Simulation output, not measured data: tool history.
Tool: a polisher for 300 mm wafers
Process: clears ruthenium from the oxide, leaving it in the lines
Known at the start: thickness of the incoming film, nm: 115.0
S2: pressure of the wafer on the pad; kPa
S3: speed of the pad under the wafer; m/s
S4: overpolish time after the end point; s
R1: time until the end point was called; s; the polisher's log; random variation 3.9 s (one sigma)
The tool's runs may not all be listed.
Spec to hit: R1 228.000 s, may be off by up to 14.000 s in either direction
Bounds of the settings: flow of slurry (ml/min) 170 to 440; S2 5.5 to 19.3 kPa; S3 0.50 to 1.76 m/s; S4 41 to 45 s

{"run": 1, "hour": 0.0, "flow of slurry (ml/min)": 280, "S2": 12.4, "S3": 1.12, "S4": 41, "R1": 87.851}
{"run": 2, "hour": 7.2, "flow of slurry (ml/min)": 280, "S2": 13.8, "S3": 1.12, "S4": 41, "R1": 79.49}
{"run": 3, "hour": 10.8, "flow of slurry (ml/min)": 275, "S2": 11.7, "S3": 0.98, "S4": 41, "R1": 105.31}
{"run": 4, "hour": 17.2, "flow of slurry (ml/min)": 275, "S2": 11.7, "S3": 0.78, "S4": 41, "R1": 130.09}
{"run": 5, "hour": 21.2, "flow of slurry (ml/min)": 275, "S2": 10.3, "S3": 0.74, "S4": 41, "R1": 153.14}
{"run": 6, "hour": 25.4, "flow of slurry (ml/min)": 275, "S2": 13.1, "S3": 0.74, "S4": 41, "R1": 126.14}
{"run": 7, "hour": 26.9, "flow of slurry (ml/min)": 275, "S2": 11.0, "S3": 0.7, "S4": 41, "R1": 154.55}
{"run": 8, "hour": 27.8, "flow of slurry (ml/min)": 275, "S2": 9.7, "S3": 0.68, "S4": 41, "R1": 173.55}
{"run": 9, "hour": 34.8, "flow of slurry (ml/min)": 275, "S2": 9.0, "S3": 0.66, "S4": 41, "R1": 189.76}
{"run": 10, "hour": 41.8, "flow of slurry (ml/min)": 275, "S2": 8.3, "S3": 0.66, "S4": 41, "R1": 205.5}

Exercise: of the 5 proposed moves below, exactly one satisfies all targets within the stated allowed misses. Which move is it?
{"run": "A", "hour": 48.8, "flow of slurry (ml/min)": 230, "S2": 6.9, "S3": 0.58, "S4": 41, "R1": "?"}
{"run": "B", "hour": 48.8, "flow of slurry (ml/min)": 370, "S2": 6.9, "S3": 0.64, "S4": 45, "R1": "?"}
{"run": "C", "hour": 48.8, "flow of slurry (ml/min)": 255, "S2": 7.6, "S3": 0.76, "S4": 43, "R1": "?"}
{"run": "D", "hour": 48.8, "flow of slurry (ml/min)": 190, "S2": 5.5, "S3": 0.96, "S4": 41, "R1": "?"}
{"run": "E", "hour": 48.8, "flow of slurry (ml/min)": 345, "S2": 9.0, "S3": 0.64, "S4": 45, "R1": "?"}

move=A R1=259.750
move=B R1=225.560
move=C R1=184.940
move=D R1=193.120
move=E R1=186.250
A: takes the biggest miss from the last run beyond its target
B: all results land within tolerance of their targets
C: its largest miss is bigger than the last run's
D: its largest miss is bigger than the last run's
E: its largest miss is bigger than the last run's
The right move is B.
